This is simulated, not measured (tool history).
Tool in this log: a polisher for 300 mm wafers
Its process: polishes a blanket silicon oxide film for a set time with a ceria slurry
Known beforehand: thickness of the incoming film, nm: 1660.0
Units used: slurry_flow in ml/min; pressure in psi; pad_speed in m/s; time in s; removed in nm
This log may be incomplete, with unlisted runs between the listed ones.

run 1 hour=0.0 | slurry_flow=270 pressure=2.1 pad_speed=1.24 time=113 | removed=372.65
run 2 hour=1.0 | slurry_flow=270 pressure=2.1 pad_speed=1.24 time=118 | removed=386.44
run 3 hour=7.9 | slurry_flow=270 pressure=1.7 pad_speed=1.24 time=118 | removed=328.99
run 4 hour=15.0 | slurry_flow=270 pressure=1.6 pad_speed=1.22 time=118 | removed=311.51
run 5 hour=17.6 | slurry_flow=270 pressure=1.5 pad_speed=1.20 time=118 | removed=291.36
run 6 hour=21.4 | slurry_flow=270 pressure=1.5 pad_speed=1.20 time=113 | removed=274.50

For run 7, what comes out?
run 7 hour=25.8 | slurry_flow=260 pressure=1.0 pad_speed=1.14 time=113 | removed=?

Logged for run 7: removed 197.08 nm.
